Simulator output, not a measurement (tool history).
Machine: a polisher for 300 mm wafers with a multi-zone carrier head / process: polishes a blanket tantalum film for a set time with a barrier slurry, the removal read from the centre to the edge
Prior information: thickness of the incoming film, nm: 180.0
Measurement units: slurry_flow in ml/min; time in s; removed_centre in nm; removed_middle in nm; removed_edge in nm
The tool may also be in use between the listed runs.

run  hour  slurry_flow  centre_zone  middle_zone  edge_zone  slurry_solids  time  removed_centre  removed_middle  removed_edge
  1     0          250            1            1          1              1    35          61.532          61.474        61.966
  2   4.6          250         0.94            1          1              1    35           58.03          62.619        62.074
  3   8.3          260         0.96         1.02       0.98              1    35          59.944          63.265        60.681
  4    13          265         0.97         1.04       0.98              1    35          60.096          64.632        61.568
  5  19.1          265         0.97         1.04       0.98              1    30          51.804          54.352        52.499
  6  21.9          270         0.98         1.06       0.97           1.05    30          52.637          57.119        51.729
  7  30.4          275            1         1.07       0.99            1.1    30           54.88          58.338        54.795
  8  37.5          280         1.02         1.09       0.98           1.15    30          57.172          58.658        55.666
  9  45.7          285         1.02          1.1       0.96            1.2    30          56.166          61.009        55.194
 10  53.2          290         1.04         1.11       0.95           1.25    30          59.311          61.677        56.754

Estimate the outcome of run 11 from the log above:
 11  58.9          295         1.05         1.12       0.93            1.3    30               ?               ?             ?

removed_centre: 60.651 nm
removed_middle: 62.973 nm
removed_edge: 55.149 nm
